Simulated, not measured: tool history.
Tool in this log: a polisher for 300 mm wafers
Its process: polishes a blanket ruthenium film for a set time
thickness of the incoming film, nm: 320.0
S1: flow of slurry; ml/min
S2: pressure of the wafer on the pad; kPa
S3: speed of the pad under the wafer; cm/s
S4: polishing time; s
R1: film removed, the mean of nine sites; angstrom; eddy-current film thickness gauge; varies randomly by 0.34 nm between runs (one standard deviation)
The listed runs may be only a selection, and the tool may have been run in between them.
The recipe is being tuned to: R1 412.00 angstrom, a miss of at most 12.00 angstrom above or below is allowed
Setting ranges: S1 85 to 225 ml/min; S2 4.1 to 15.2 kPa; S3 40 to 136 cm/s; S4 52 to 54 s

run	day	S1	S2	S3	S4	R1
1	0.000	145	9.7	88	52	294.43
2	0.242	145	9.7	88	54	309.06
3	0.575	150	10.3	88	54	325.35
4	0.604	150	10.3	70	54	280.57
5	0.654	150	11.7	70	54	310.99
6	0.754	150	10.3	70	54	281.40
7	0.775	155	11.0	70	54	296.72
8	0.933	155	11.7	70	54	312.63
9	1.192	185	14.5	70	54	393.75

Exercise: of the 4 proposed moves below, exactly one satisfies all targets within the stated allowed misses. Which move is it?
A	1.450	195	12.4	76	54	?
B	1.450	205	15.2	64	53	?
C	1.450	120	14.5	74	52	?
D	1.450	180	15.2	72	53	?

move	R1
A	366.62
B	390.05
C	373.81
D	416.23
A: moves away from the targets compared with the last run
B: moves away from the targets compared with the last run
C: moves away from the targets compared with the last run
D: all results land within tolerance of their targets
Move D is the one to make.

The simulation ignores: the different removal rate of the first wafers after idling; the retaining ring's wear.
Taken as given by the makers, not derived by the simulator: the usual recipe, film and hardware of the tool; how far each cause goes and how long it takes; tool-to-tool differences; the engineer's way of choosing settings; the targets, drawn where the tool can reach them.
